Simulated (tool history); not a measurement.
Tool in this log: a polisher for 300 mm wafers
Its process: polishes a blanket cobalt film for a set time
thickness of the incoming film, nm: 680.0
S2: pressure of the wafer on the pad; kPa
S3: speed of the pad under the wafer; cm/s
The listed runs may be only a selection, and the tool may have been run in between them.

{"run": 1, "hour": 0.0, "flow of slurry (ml/min)": 220, "S2": 9, "S3": 90, "polishing time (s)": 45, "film removed (nm)": 161.89}
{"run": 2, "hour": 3.8, "flow of slurry (ml/min)": 225, "S2": 11, "S3": 90, "polishing time (s)": 45, "film removed (nm)": 199.4}
{"run": 3, "hour": 12.4, "flow of slurry (ml/min)": 225, "S2": 11.7, "S3": 90, "polishing time (s)": 45, "film removed (nm)": 209.9}
{"run": 4, "hour": 16.1, "flow of slurry (ml/min)": 270, "S2": 11.7, "S3": 90, "polishing time (s)": 45, "film removed (nm)": 215.01}
{"run": 5, "hour": 18.6, "flow of slurry (ml/min)": 270, "S2": 11.7, "S3": 102, "polishing time (s)": 45, "film removed (nm)": 240.63}
{"run": 6, "hour": 22.7, "flow of slurry (ml/min)": 270, "S2": 11.7, "S3": 116, "polishing time (s)": 45, "film removed (nm)": 265.55}
{"run": 7, "hour": 30.1, "flow of slurry (ml/min)": 270, "S2": 11, "S3": 116, "polishing time (s)": 45, "film removed (nm)": 253.02}

Run 8, settings as shown, results not yet in. Your forecast:
{"run": 8, "hour": 32.3, "flow of slurry (ml/min)": 270, "S2": 10.3, "S3": 116, "polishing time (s)": 45, "film removed (nm)": "?"}

Run 8 measured film removed (nm) 238.32.
